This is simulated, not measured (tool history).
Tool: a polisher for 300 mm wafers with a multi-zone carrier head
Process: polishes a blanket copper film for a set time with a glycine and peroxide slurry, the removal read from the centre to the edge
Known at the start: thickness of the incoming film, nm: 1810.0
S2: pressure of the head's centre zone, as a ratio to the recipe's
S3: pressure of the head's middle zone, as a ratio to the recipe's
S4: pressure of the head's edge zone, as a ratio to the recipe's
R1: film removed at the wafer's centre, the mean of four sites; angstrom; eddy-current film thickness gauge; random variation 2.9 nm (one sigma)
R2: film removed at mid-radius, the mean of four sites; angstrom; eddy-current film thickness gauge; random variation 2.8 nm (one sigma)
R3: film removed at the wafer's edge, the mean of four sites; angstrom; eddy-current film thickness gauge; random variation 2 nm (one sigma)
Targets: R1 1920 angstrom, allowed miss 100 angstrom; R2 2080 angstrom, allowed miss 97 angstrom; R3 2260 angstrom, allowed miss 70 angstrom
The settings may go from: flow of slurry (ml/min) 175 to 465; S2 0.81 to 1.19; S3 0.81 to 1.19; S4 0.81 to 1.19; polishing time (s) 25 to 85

{"run": 1, "hour": 0.0, "flow of slurry (ml/min)": 295, "S2": 1, "S3": 1, "S4": 1, "polishing time (s)": 55, "R1": 2815.8, "R2": 2863.4, "R3": 2834.3}
{"run": 2, "hour": 7.4, "flow of slurry (ml/min)": 295, "S2": 1, "S3": 0.97, "S4": 1, "polishing time (s)": 55, "R1": 2753.1, "R2": 2773.1, "R3": 2840}
{"run": 3, "hour": 12.1, "flow of slurry (ml/min)": 290, "S2": 0.98, "S3": 0.95, "S4": 0.98, "polishing time (s)": 53, "R1": 2680.9, "R2": 2559.3, "R3": 2757.3}
{"run": 4, "hour": 14.2, "flow of slurry (ml/min)": 290, "S2": 0.96, "S3": 0.96, "S4": 0.99, "polishing time (s)": 50, "R1": 2461.6, "R2": 2578.1, "R3": 2540.8}
{"run": 5, "hour": 22.9, "flow of slurry (ml/min)": 280, "S2": 0.94, "S3": 0.93, "S4": 1, "polishing time (s)": 49, "R1": 2363.9, "R2": 2364.6, "R3": 2544}
{"run": 6, "hour": 30.0, "flow of slurry (ml/min)": 280, "S2": 0.97, "S3": 0.93, "S4": 1, "polishing time (s)": 49, "R1": 2385.6, "R2": 2336, "R3": 2530.3}
{"run": 7, "hour": 30.6, "flow of slurry (ml/min)": 250, "S2": 0.87, "S3": 0.9, "S4": 0.98, "polishing time (s)": 42, "R1": 1774.6, "R2": 1915, "R3": 2119.8}
{"run": 8, "hour": 39.2, "flow of slurry (ml/min)": 260, "S2": 0.87, "S3": 0.9, "S4": 0.99, "polishing time (s)": 42, "R1": 1813.4, "R2": 1922.8, "R3": 2137.3}
{"run": 9, "hour": 40.1, "flow of slurry (ml/min)": 265, "S2": 0.87, "S3": 0.91, "S4": 1, "polishing time (s)": 42, "R1": 1797.4, "R2": 1971.7, "R3": 2153.5}
{"run": 10, "hour": 42.3, "flow of slurry (ml/min)": 275, "S2": 0.88, "S3": 0.91, "S4": 1.01, "polishing time (s)": 42, "R1": 1867.9, "R2": 2003.2, "R3": 2156.6}

Which of these 5 next moves meets every target?
{"run": "A", "hour": 44.5, "flow of slurry (ml/min)": 310, "S2": 0.94, "S3": 1, "S4": 1.04, "polishing time (s)": 39, "R1": "?", "R2": "?", "R3": "?"}
{"run": "B", "hour": 44.5, "flow of slurry (ml/min)": 275, "S2": 0.96, "S3": 0.99, "S4": 1.03, "polishing time (s)": 41, "R1": "?", "R2": "?", "R3": "?"}
{"run": "C", "hour": 44.5, "flow of slurry (ml/min)": 310, "S2": 0.97, "S3": 0.95, "S4": 1.06, "polishing time (s)": 37, "R1": "?", "R2": "?", "R3": "?"}
{"run": "D", "hour": 44.5, "flow of slurry (ml/min)": 270, "S2": 0.87, "S3": 0.91, "S4": 0.99, "polishing time (s)": 44, "R1": "?", "R2": "?", "R3": "?"}
{"run": "E", "hour": 44.5, "flow of slurry (ml/min)": 280, "S2": 1.03, "S3": 0.89, "S4": 0.96, "polishing time (s)": 39, "R1": "?", "R2": "?", "R3": "?"}

move=A R1=1833.7 R2=2028.8 R3=2075.2
move=B R1=1941.3 R2=2087.8 R3=2150.7
move=C R1=1795 R2=1843.1 R3=1988.8
move=D R1=1881 R2=2084.7 R3=2262.9
move=E R1=1985.4 R2=1820.1 R3=1983.2
A: further off than the last run
B: further off than the last run
C: further off than the last run
D: meets every target
E: further off than the last run
Answer: D
